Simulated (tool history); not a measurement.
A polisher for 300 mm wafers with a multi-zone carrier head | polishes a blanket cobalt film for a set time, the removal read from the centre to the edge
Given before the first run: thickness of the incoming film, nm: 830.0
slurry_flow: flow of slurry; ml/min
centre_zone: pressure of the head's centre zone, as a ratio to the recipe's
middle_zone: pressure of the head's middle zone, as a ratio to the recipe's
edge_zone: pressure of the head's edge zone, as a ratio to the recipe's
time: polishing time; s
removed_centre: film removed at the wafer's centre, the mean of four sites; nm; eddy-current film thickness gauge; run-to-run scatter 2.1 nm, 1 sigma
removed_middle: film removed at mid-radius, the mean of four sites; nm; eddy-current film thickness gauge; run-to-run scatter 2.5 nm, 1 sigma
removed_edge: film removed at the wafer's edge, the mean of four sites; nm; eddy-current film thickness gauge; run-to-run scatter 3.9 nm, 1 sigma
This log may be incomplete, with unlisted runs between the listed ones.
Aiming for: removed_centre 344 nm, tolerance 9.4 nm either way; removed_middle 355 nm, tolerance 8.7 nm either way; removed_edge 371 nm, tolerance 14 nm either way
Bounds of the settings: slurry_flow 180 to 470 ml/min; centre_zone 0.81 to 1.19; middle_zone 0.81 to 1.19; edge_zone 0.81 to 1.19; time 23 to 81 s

Run 1, hour 0: slurry_flow 300 ml/min, centre_zone 1, middle_zone 1, edge_zone 1, time 52 s. Result: removed_centre 262.41 nm, removed_middle 263.95 nm, removed_edge 261.07 nm.
Run 2, hour 7.4: slurry_flow 300 ml/min, centre_zone 1, middle_zone 1.01, edge_zone 1.03, time 54 s. Result: removed_centre 273.21 nm, removed_middle 269.52 nm, removed_edge 273.46 nm.
Run 3, hour 12.4: slurry_flow 305 ml/min, centre_zone 0.99, middle_zone 1.03, edge_zone 1.05, time 56 s. Result: removed_centre 283.86 nm, removed_middle 283.32 nm, removed_edge 284.83 nm.
Run 4, hour 20.6: slurry_flow 305 ml/min, centre_zone 0.96, middle_zone 1.03, edge_zone 1.05, time 56 s. Result: removed_centre 272.23 nm, removed_middle 286.32 nm, removed_edge 290.02 nm.
Run 5, hour 29.2: slurry_flow 310 ml/min, centre_zone 0.96, middle_zone 1.04, edge_zone 1.07, time 58 s. Result: removed_centre 282.48 nm, removed_middle 303.5 nm, removed_edge 305.97 nm.
Run 6, hour 36.9: slurry_flow 310 ml/min, centre_zone 0.88, middle_zone 1.04, edge_zone 1.07, time 58 s. Result: removed_centre 265.05 nm, removed_middle 301.15 nm, removed_edge 298.52 nm.
Run 7, hour 39.8: slurry_flow 315 ml/min, centre_zone 0.91, middle_zone 1.05, edge_zone 1.09, time 59 s. Result: removed_centre 277.03 nm, removed_middle 307.4 nm, removed_edge 310.05 nm.
Run 8, hour 40.9: slurry_flow 320 ml/min, centre_zone 0.93, middle_zone 1.06, edge_zone 1.11, time 60 s. Result: removed_centre 288.37 nm, removed_middle 318.42 nm, removed_edge 315.2 nm.
Run 9, hour 45.6: slurry_flow 315 ml/min, centre_zone 0.94, middle_zone 1.05, edge_zone 1.12, time 61 s. Result: removed_centre 294.37 nm, removed_middle 317.4 nm, removed_edge 329.32 nm.
Run 10, hour 48.3: slurry_flow 320 ml/min, centre_zone 0.95, middle_zone 1.06, edge_zone 1.13, time 62 s. Result: removed_centre 304.59 nm, removed_middle 324.1 nm, removed_edge 327.35 nm.
Run 11, hour 53.5: slurry_flow 320 ml/min, centre_zone 0.95, middle_zone 1.06, edge_zone 1.14, time 63 s. Result: removed_centre 306.86 nm, removed_middle 331.88 nm, removed_edge 336.36 nm.
Run 12, hour 56.9: slurry_flow 320 ml/min, centre_zone 0.96, middle_zone 1.06, edge_zone 1.15, time 64 s. Result: removed_centre 314.06 nm, removed_middle 334.55 nm, removed_edge 343.9 nm.
Run 13, hour 65.1: slurry_flow 325 ml/min, centre_zone 0.96, middle_zone 1.06, edge_zone 1.16, time 65 s. Result: removed_centre 317.47 nm, removed_middle 342.06 nm, removed_edge 353.39 nm.
Run 14, hour 70.6: slurry_flow 330 ml/min, centre_zone 0.97, middle_zone 1.06, edge_zone 1.16, time 65 s. Result: removed_centre 323.73 nm, removed_middle 337.4 nm, removed_edge 359.03 nm.
Run 15, hour 73.7: slurry_flow 335 ml/min, centre_zone 0.98, middle_zone 1.07, edge_zone 1.16, time 65 s. Result: removed_centre 330.84 nm, removed_middle 347.41 nm, removed_edge 352.89 nm.
Run 16, hour 80.3: slurry_flow 340 ml/min, centre_zone 0.98, middle_zone 1.07, edge_zone 1.16, time 65 s. Result: removed_centre 326.54 nm, removed_middle 346.21 nm, removed_edge 352.98 nm.
Run 17, hour 89: slurry_flow 340 ml/min, centre_zone 0.98, middle_zone 1.07, edge_zone 1.16, time 65 s. Result: removed_centre 331.21 nm, removed_middle 342.87 nm, removed_edge 358.36 nm.
Run 18, hour 90.8: slurry_flow 345 ml/min, centre_zone 0.98, middle_zone 1.07, edge_zone 1.16, time 65 s. Result: removed_centre 329.13 nm, removed_middle 351.06 nm, removed_edge 358.79 nm.
Run 19, hour 97.3: slurry_flow 350 ml/min, centre_zone 0.99, middle_zone 1.07, edge_zone 1.16, time 65 s. Result: removed_centre 333.74 nm, removed_middle 347.13 nm, removed_edge 357.28 nm.
Run 20, hour 101: slurry_flow 355 ml/min, centre_zone 0.99, middle_zone 1.07, edge_zone 1.16, time 65 s. Result: removed_centre 330.82 nm, removed_middle 351.59 nm, removed_edge 365.47 nm.

4 next moves are on the table. One of them brings every result within its allowed miss. Which?
Run A, hour 104.7: slurry_flow 365 ml/min, centre_zone 1.01, middle_zone 1.06, edge_zone 1.19, time 66 s. Result: removed_centre ?, removed_middle ?, removed_edge ?.
Run B, hour 104.7: slurry_flow 435 ml/min, centre_zone 0.89, middle_zone 1.04, edge_zone 1.19, time 67 s. Result: removed_centre ?, removed_middle ?, removed_edge ?.
Run C, hour 104.7: slurry_flow 450 ml/min, centre_zone 0.96, middle_zone 1.05, edge_zone 1.19, time 64 s. Result: removed_centre ?, removed_middle ?, removed_edge ?.
Run D, hour 104.7: slurry_flow 470 ml/min, centre_zone 0.87, middle_zone 0.96, edge_zone 1.19, time 68 s. Result: removed_centre ?, removed_middle ?, removed_edge ?.

move  removed_centre  removed_middle  removed_edge
   A           339.6          346.63        364.92
   B           312.3          350.71         374.1
   C          319.78          338.36         357.9
   D          312.17          334.34        381.53
A: hits every target within its allowed miss
B: misses by more than the last run did
C: misses by more than the last run did
D: misses by more than the last run did
A meets every target.
